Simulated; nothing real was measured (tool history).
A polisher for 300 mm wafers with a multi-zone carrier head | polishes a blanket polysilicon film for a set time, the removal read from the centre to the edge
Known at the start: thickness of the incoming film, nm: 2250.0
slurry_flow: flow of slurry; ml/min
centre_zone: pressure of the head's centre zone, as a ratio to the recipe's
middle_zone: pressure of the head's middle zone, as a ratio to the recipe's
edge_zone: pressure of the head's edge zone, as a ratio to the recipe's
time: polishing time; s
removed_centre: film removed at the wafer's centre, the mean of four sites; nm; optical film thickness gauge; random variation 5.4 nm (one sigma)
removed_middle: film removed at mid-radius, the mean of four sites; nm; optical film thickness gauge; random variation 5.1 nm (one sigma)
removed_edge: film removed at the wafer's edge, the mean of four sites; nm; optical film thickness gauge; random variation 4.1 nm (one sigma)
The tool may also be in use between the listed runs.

run    day  slurry_flow  centre_zone  middle_zone  edge_zone  time  removed_centre  removed_middle  removed_edge
  1      0          200            1            1          1    71          373.58          376.92        385.79
  2  0.029          230            1            1          1    71          384.04          389.03        392.87
  3  0.329          180            1            1          1    71           368.3          372.97        381.27
  4  0.533          180            1            1       1.07    71          370.69          373.82        397.85
     0.625  -- worn pad replaced by a new one
  5  0.625          200         1.03         1.03       1.11    78          456.73          457.54        475.66
  6  0.808          200         1.03         1.03       1.11    64          372.86          369.29        393.09
  7  0.867          220         1.05         1.05       1.14    71          424.29          420.08        446.09
  8  1.146          235         1.07         1.07       1.16    76          462.07          461.92         483.2
  9  1.496          240         1.09         1.08       1.17    80          506.88          500.68         510.3
 10  1.862          240         1.09         1.08       1.17    80          506.52          498.14        512.66
 11  2.112          245         1.09         1.08       1.18    83           518.2             516        537.15
 12  2.375          245          1.1         1.09       1.18    85          536.53          534.27         543.4
 13  2.746          255         1.11         1.09       1.18    87          557.73          552.31        557.41

The next listed run, before its measurement:
 14  3.029          255         1.11         1.09       1.18    88               ?               ?             ?

{"run 14": {"removed_centre": 576.13, "removed_middle": 550.57, "removed_edge": 564.38}}
